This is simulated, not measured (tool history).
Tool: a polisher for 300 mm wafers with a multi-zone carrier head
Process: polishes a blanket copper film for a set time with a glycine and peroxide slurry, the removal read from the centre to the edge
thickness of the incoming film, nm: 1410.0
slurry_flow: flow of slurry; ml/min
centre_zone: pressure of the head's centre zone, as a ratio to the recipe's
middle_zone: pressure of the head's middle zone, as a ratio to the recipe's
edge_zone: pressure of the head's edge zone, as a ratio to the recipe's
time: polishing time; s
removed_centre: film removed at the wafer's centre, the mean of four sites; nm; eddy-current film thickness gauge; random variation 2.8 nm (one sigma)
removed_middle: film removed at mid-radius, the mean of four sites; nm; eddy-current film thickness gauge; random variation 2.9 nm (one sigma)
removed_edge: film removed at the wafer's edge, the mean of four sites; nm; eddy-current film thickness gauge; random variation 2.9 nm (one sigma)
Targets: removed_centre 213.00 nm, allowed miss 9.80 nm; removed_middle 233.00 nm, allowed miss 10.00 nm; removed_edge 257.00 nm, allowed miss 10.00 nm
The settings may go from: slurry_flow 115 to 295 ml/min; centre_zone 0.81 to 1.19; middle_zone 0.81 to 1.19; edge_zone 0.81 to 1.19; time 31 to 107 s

run    day  slurry_flow  centre_zone  middle_zone  edge_zone  time  removed_centre  removed_middle  removed_edge
  1  0.000          190         1.00         1.00       1.00    69          326.20          343.21        345.61
  2  0.312          165         1.00         1.00       1.00    69          308.62          330.67        335.73
  3  0.512          165         1.00         1.00       1.08    69          312.45          330.52        345.17
  4  0.729          160         0.99         0.99       1.07    67          295.36          312.17        335.39
  5  0.771          160         0.99         1.07       1.07    67          299.78          335.04        340.20
  6  1.125          155         0.98         1.05       1.06    65          286.50          320.89        319.96
     1.183  -- slurry nozzle cleaned
  7  1.183          150         0.97         1.03       1.06    64          308.65          343.75        344.18
  8  1.246          160         0.99         1.05       1.08    63          319.39          346.02        347.42
  9  1.408          155         0.97         1.02       1.06    62          308.80          334.55        329.65
 10  1.633          150         1.00         1.04       1.08    58          290.59          313.48        313.77
 11  1.879          145         0.99         1.01       1.09    54          266.69          281.20        295.89
 12  2.100          140         0.97         0.99       1.09    52          248.29          271.48        279.73
 13  2.275          140         0.96         0.98       1.09    52          254.04          263.45        279.08
 14  2.546          120         0.86         0.98       1.12    45          184.68          224.05        245.06
 15  2.896          120         0.86         0.98       1.12    45          181.31          223.39        245.74
 16  3.125          125         0.87         0.98       1.12    45          190.48          220.51        240.03
 17  3.471          125         0.88         0.98       1.12    45          189.45          220.11        238.93
 18  3.738          165         0.96         0.98       1.18    47          224.93          251.45        266.98
 19  3.992          165         0.96         0.97       1.18    47          230.62          240.87        260.72

5 next moves are on the table. One of them brings every result within its allowed miss. Which?
  A  4.246          155         0.92         0.95       1.16    46               ?               ?             ?
  B  4.246          155         0.82         0.96       1.19    45               ?               ?             ?
  C  4.246          155         0.93         0.87       1.18    45               ?               ?             ?
  D  4.246          190         1.00         0.95       1.14    40               ?               ?             ?
  E  4.246          155         1.03         0.96       1.18    45               ?               ?             ?

move  removed_centre  removed_middle  removed_edge
   A          215.44          230.89        257.26
   B          187.67          227.91        255.01
   C          212.95          210.45        254.18
   D          211.63          207.56        227.21
   E          236.18          227.66        253.89
A: meets every target
B: takes the result that was furthest off past its target
C: brings the result that was furthest off to its target, and leaves another outside
D: brings the result that was furthest off to its target, and leaves another outside
E: further off than the last run
Move A is the one to make.

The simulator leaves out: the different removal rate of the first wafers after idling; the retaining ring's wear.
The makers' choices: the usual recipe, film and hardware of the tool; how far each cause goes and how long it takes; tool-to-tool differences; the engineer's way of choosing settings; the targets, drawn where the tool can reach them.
